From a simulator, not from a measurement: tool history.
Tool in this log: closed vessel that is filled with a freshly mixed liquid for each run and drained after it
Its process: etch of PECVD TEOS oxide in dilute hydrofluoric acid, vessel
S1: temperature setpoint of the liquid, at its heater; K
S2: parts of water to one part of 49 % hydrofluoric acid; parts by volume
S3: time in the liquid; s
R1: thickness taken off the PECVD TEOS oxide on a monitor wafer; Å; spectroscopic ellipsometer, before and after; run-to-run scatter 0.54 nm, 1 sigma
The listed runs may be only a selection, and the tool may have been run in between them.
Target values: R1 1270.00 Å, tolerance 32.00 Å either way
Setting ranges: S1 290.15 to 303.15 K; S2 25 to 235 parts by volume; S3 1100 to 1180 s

run,hour,S1,S2,S3,R1
1,0.0,295.15,130,1100,563.02
2,3.0,295.15,110,1100,678.07
3,6.2,296.65,100,1100,805.60
4,12.5,294.15,100,1100,729.68
# hour 15.3: hydrofluoric acid flow meter replaced
5,15.3,292.65,100,1100,774.61
6,22.6,292.65,120,1100,630.89
7,30.2,292.65,105,1100,741.01
8,39.6,292.65,95,1100,817.02

Below are 5 possible settings for the next run. Only one of them brings all results inside the allowed miss of their targets. Which is it?
A,49.0,292.15,65,1160,?
B,49.0,292.65,70,1175,?
C,49.0,290.15,65,1180,?
D,49.0,293.15,130,1100,?
E,49.0,294.15,75,1180,?

move,R1
A,1286.40
B,1228.70
C,1201.40
D,591.50
E,1218.90
A: each result inside its tolerance
B: an improvement on the last run, though not all results are within tolerance
C: an improvement on the last run, though not all results are within tolerance
D: lands further from the targets than the last run did
E: an improvement on the last run, though not all results are within tolerance
The right move is A.

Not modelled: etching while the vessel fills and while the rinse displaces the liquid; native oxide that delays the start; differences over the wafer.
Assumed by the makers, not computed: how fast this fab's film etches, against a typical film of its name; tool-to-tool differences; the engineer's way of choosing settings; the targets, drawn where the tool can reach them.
